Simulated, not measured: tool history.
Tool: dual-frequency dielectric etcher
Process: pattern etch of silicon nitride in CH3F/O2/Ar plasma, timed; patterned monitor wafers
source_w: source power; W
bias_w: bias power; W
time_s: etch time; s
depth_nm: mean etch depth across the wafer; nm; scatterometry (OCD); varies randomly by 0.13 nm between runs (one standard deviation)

run,hour,source_w,bias_w,time_s,depth_nm
1,0.0,360,92,40.0,29.620
2,6.4,410,92,40.0,31.249
3,11.4,360,79,39.0,26.505
4,15.2,360,79,40.0,27.153
5,23.1,300,79,40.0,25.415
6,30.7,280,75,40.0,24.301

Forecast run 7:
7,39.4,220,63,39.5,?

depth_nm: 19.575 nm

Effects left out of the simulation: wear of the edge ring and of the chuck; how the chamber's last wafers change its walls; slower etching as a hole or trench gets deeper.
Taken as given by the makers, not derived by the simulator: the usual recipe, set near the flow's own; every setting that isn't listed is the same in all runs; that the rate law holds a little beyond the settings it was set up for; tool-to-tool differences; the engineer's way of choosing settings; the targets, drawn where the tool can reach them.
